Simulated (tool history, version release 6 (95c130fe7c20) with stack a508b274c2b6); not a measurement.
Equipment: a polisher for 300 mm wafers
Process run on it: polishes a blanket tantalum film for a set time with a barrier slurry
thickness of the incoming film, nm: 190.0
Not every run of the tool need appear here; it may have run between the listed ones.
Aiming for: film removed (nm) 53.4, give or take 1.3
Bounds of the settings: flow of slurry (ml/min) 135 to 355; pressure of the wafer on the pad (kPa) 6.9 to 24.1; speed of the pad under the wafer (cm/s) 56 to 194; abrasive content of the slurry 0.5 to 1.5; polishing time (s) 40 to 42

run,hour,flow of slurry (ml/min),pressure of the wafer on the pad (kPa),speed of the pad under the wafer (cm/s),abrasive content of the slurry,polishing time (s),film removed (nm)
1,0,225,15.2,124,1,40,83.413
2,3.3,225,15.2,124,1.1,40,86.015
3,5.3,220,13.1,124,1.1,40,76.961
4,6,220,13.1,124,1.1,42,80.106
5,12.6,220,13.1,112,1.1,42,72.758
6,20.5,220,13.1,112,1.1,40,69.783
7,28.8,215,11.7,112,1.1,40,64.284
# hour 31.1: slurry nozzle cleaned
8,31.1,200,8.3,112,1.1,40,51.878
9,32,205,8.3,112,1.1,40,52.011

Pick the move, out of 5, that brings all results within their allowed miss; only one does.
A,32.9,190,9,102,1.05,41,?
B,32.9,225,9,98,1.1,41,?
C,32.9,195,8.3,104,1.15,41,?
D,32.9,210,7.6,118,1.05,40,?
E,32.9,165,9,104,1.2,42,?

move,film removed (nm)
A,50.371
B,50.326
C,50.223
D,51.579
E,53.341
A: lands further from the targets than the last run did
B: lands further from the targets than the last run did
C: lands further from the targets than the last run did
D: lands further from the targets than the last run did
E: every result lands within tolerance
The right move is E.
